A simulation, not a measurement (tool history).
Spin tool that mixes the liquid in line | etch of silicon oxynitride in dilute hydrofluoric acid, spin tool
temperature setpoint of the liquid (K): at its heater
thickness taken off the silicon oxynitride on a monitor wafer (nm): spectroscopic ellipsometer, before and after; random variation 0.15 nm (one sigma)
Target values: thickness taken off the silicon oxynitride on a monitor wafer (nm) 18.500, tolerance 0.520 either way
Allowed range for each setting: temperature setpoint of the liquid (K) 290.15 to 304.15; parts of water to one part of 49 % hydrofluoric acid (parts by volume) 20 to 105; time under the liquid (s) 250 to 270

run	hour	temperature setpoint of the liquid (K)	parts of water to one part of 49 % hydrofluoric acid (parts by volume)	time under the liquid (s)	thickness taken off the silicon oxynitride on a monitor wafer (nm)
1	0.0	296.15	55	250	13.879
2	9.0	296.15	70	250	10.609
3	14.0	296.15	55	250	13.940
4	15.9	297.15	55	250	14.831
5	19.3	297.65	55	250	14.795
6	26.4	297.65	40	250	20.681
7	31.9	297.15	40	250	20.353
8	37.8	296.65	40	250	20.049
9	44.8	296.15	40	250	19.560

Of the 4 settings listed for the next run, only one would bring every result within its allowed miss of target. Which one?
A	51.8	292.65	35	265	?
B	51.8	297.65	45	265	?
C	51.8	297.65	45	250	?
D	51.8	293.15	35	270	?

move	thickness taken off the silicon oxynitride on a monitor wafer (nm)
A	19.484
B	19.311
C	18.218
D	20.363
A: better than the last run, though not everything is in spec
B: better than the last run, though not everything is in spec
C: every result lands within tolerance
D: lands further from the targets than the last run did
Correct choice: C, which meets every target
